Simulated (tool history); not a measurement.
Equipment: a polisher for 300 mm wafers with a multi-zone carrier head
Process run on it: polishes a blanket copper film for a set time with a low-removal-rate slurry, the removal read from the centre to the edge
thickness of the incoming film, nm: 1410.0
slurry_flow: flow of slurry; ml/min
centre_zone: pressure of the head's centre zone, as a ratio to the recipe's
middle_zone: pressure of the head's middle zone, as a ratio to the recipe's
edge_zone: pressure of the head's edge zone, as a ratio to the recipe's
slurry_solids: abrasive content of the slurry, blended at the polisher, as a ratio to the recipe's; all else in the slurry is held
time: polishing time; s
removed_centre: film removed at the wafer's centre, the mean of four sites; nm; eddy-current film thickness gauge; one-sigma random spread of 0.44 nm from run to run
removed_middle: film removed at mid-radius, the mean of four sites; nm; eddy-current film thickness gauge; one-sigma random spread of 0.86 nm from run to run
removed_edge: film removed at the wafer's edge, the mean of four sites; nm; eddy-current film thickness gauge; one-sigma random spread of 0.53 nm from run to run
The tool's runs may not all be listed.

run 1 hour=0 | slurry_flow=170 centre_zone=1 middle_zone=1 edge_zone=1 slurry_solids=1 time=78 | removed_centre=113.5 removed_middle=115.26 removed_edge=113.04
run 2 hour=8.6 | slurry_flow=165 centre_zone=0.99 middle_zone=1 edge_zone=0.97 slurry_solids=0.9 time=73 | removed_centre=102.3 removed_middle=103.53 removed_edge=100.52
run 3 hour=11.9 | slurry_flow=160 centre_zone=0.97 middle_zone=1.01 edge_zone=0.95 slurry_solids=0.85 time=70 | removed_centre=93.753 removed_middle=98.254 removed_edge=94.12
run 4 hour=18.6 | slurry_flow=180 centre_zone=0.97 middle_zone=1.01 edge_zone=0.95 slurry_solids=0.85 time=70 | removed_centre=95.791 removed_middle=101.31 removed_edge=96.398
run 5 hour=22.4 | slurry_flow=170 centre_zone=0.96 middle_zone=1.02 edge_zone=0.93 slurry_solids=0.8 time=67 | removed_centre=89.445 removed_middle=95.748 removed_edge=88.909
run 6 hour=29 | slurry_flow=170 centre_zone=0.96 middle_zone=1.02 edge_zone=0.93 slurry_solids=0.65 time=67 | removed_centre=85.548 removed_middle=91.976 removed_edge=85.113

Expected results for the next run?
run 7 hour=34.7 | slurry_flow=145 centre_zone=0.9 middle_zone=1.01 edge_zone=0.83 slurry_solids=0.5 time=47 | removed_centre=? removed_middle=? removed_edge=?

{"run 7": {"removed_centre": 51.204, "removed_middle": 58.53, "removed_edge": 53.285}}
